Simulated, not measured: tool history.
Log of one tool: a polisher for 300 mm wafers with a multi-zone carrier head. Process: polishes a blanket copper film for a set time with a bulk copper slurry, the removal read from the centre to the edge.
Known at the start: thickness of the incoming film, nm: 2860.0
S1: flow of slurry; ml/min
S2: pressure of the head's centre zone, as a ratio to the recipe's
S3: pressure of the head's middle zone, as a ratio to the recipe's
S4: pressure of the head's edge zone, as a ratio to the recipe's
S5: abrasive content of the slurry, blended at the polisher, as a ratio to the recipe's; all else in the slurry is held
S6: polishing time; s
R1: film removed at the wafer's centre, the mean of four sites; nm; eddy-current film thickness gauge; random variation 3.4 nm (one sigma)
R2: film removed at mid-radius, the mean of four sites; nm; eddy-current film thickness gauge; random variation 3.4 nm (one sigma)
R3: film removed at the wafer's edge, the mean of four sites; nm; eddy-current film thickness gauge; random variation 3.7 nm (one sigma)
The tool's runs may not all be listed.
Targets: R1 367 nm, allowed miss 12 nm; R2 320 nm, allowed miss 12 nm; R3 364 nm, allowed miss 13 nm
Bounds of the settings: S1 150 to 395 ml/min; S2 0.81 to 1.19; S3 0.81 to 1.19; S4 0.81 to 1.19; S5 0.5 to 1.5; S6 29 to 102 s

{"run": 1, "hour": 0.0, "S1": 250, "S2": 1, "S3": 1, "S4": 1, "S5": 1, "S6": 65, "R1": 554.92, "R2": 563.83, "R3": 579.19}
{"run": 2, "hour": 3.9, "S1": 250, "S2": 1, "S3": 1, "S4": 1, "S5": 1, "S6": 59, "R1": 496.24, "R2": 507.15, "R3": 520.26}
{"run": 3, "hour": 4.9, "S1": 280, "S2": 1, "S3": 1, "S4": 1, "S5": 1, "S6": 59, "R1": 522.23, "R2": 513.38, "R3": 525.01}
{"run": 4, "hour": 7.9, "S1": 280, "S2": 1, "S3": 1, "S4": 0.94, "S5": 1, "S6": 59, "R1": 514.99, "R2": 507.95, "R3": 507.49}
{"run": 5, "hour": 16.7, "S1": 280, "S2": 1, "S3": 1, "S4": 1.02, "S5": 1, "S6": 59, "R1": 516.61, "R2": 510.16, "R3": 520.58}
{"run": 6, "hour": 18.6, "S1": 280, "S2": 1, "S3": 1.07, "S4": 1.02, "S5": 1, "S6": 59, "R1": 522, "R2": 537.14, "R3": 531.68}
{"run": 7, "hour": 25.3, "S1": 290, "S2": 1, "S3": 1.04, "S4": 1.03, "S5": 0.95, "S6": 56, "R1": 482.76, "R2": 507.37, "R3": 501.21}
{"run": 8, "hour": 32.1, "S1": 285, "S2": 1.02, "S3": 1.01, "S4": 1.04, "S5": 0.95, "S6": 53, "R1": 466.99, "R2": 455.06, "R3": 477.91}
{"run": 9, "hour": 39.5, "S1": 285, "S2": 1.02, "S3": 0.99, "S4": 1.02, "S5": 0.9, "S6": 52, "R1": 451.13, "R2": 441.68, "R3": 455.72}
{"hour": 46.7, "done": "worn pad replaced by a new one"}
{"run": 10, "hour": 46.7, "S1": 280, "S2": 1.03, "S3": 0.96, "S4": 1.02, "S5": 0.85, "S6": 51, "R1": 471.03, "R2": 426.78, "R3": 465.04}
{"run": 11, "hour": 55.0, "S1": 285, "S2": 1.02, "S3": 0.94, "S4": 1.01, "S5": 0.85, "S6": 49, "R1": 439.11, "R2": 406.81, "R3": 438.26}
{"run": 12, "hour": 57.5, "S1": 285, "S2": 1.02, "S3": 0.92, "S4": 1, "S5": 0.8, "S6": 48, "R1": 426.29, "R2": 379.78, "R3": 425.13}
{"run": 13, "hour": 62.3, "S1": 290, "S2": 1.01, "S3": 0.91, "S4": 0.98, "S5": 0.75, "S6": 48, "R1": 411.84, "R2": 374.3, "R3": 407.6}
{"run": 14, "hour": 68.0, "S1": 290, "S2": 1.01, "S3": 0.9, "S4": 0.97, "S5": 0.7, "S6": 48, "R1": 411.58, "R2": 365.77, "R3": 402.07}
{"run": 15, "hour": 70.0, "S1": 290, "S2": 1, "S3": 0.89, "S4": 0.96, "S5": 0.7, "S6": 48, "R1": 403.66, "R2": 364.17, "R3": 399.25}
{"run": 16, "hour": 72.8, "S1": 290, "S2": 1, "S3": 0.88, "S4": 0.95, "S5": 0.65, "S6": 48, "R1": 388.58, "R2": 356.12, "R3": 386.44}
{"run": 17, "hour": 80.8, "S1": 285, "S2": 1, "S3": 0.87, "S4": 0.95, "S5": 0.65, "S6": 48, "R1": 392.3, "R2": 349.98, "R3": 382.58}
{"run": 18, "hour": 81.8, "S1": 275, "S2": 1, "S3": 0.86, "S4": 0.95, "S5": 0.65, "S6": 48, "R1": 386.01, "R2": 336.28, "R3": 386.9}
{"run": 19, "hour": 88.0, "S1": 270, "S2": 1, "S3": 0.86, "S4": 0.94, "S5": 0.65, "S6": 48, "R1": 389.45, "R2": 343.14, "R3": 386.58}
{"run": 20, "hour": 91.3, "S1": 265, "S2": 1, "S3": 0.85, "S4": 0.93, "S5": 0.65, "S6": 48, "R1": 381.65, "R2": 334.2, "R3": 380.92}

Which of these 5 next moves meets every target?
{"run": "A", "hour": 94.6, "S1": 345, "S2": 1.13, "S3": 0.87, "S4": 1.01, "S5": 0.5, "S6": 43, "R1": "?", "R2": "?", "R3": "?"}
{"run": "B", "hour": 94.6, "S1": 260, "S2": 1.02, "S3": 0.87, "S4": 0.95, "S5": 0.65, "S6": 45, "R1": "?", "R2": "?", "R3": "?"}
{"run": "C", "hour": 94.6, "S1": 310, "S2": 1.05, "S3": 0.81, "S4": 0.86, "S5": 0.6, "S6": 48, "R1": "?", "R2": "?", "R3": "?"}
{"run": "D", "hour": 94.6, "S1": 320, "S2": 1.15, "S3": 0.83, "S4": 0.91, "S5": 0.7, "S6": 40, "R1": "?", "R2": "?", "R3": "?"}
{"run": "E", "hour": 94.6, "S1": 165, "S2": 1.07, "S3": 0.83, "S4": 0.86, "S5": 0.5, "S6": 55, "R1": "?", "R2": "?", "R3": "?"}

move=A R1=368.24 R2=287.77 R3=335.38
move=B R1=367.41 R2=319.5 R3=363.93
move=C R1=401.64 R2=319.39 R3=367.07
move=D R1=386.49 R2=285.78 R3=330.23
move=E R1=397.47 R2=319.65 R3=368.83
A: takes the result that was furthest off past its target
B: meets every target
C: brings the result that was furthest off to its target, and leaves another outside
D: takes the result that was furthest off past its target
E: brings the result that was furthest off to its target, and leaves another outside
The right move is B.
